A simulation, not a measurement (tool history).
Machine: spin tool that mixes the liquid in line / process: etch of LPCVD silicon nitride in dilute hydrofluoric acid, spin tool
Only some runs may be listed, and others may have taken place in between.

run,hour,temperature setpoint of the liquid (C),parts of water to one part of 49 % hydrofluoric acid (parts by volume),time under the liquid (s),thickness taken off the LPCVD silicon nitride on a monitor wafer (Å)
1,0,25,185,270,7.2652
2,8.6,24.5,190,270,7.4559
3,10.8,28,190,270,9.0709
4,19.4,27.5,200,270,8.5893
5,27.6,29.5,200,270,9.3882
6,33.1,28.5,200,270,9.4837
7,39.9,28,210,270,8.9285
8,42.7,27,220,270,7.5389
9,46.7,26.5,230,270,7.2656

What will run 10 give?
10,53.4,26,240,270,?

{"run 10": {"thickness taken off the LPCVD silicon nitride on a monitor wafer (Å)": 6.4792}}

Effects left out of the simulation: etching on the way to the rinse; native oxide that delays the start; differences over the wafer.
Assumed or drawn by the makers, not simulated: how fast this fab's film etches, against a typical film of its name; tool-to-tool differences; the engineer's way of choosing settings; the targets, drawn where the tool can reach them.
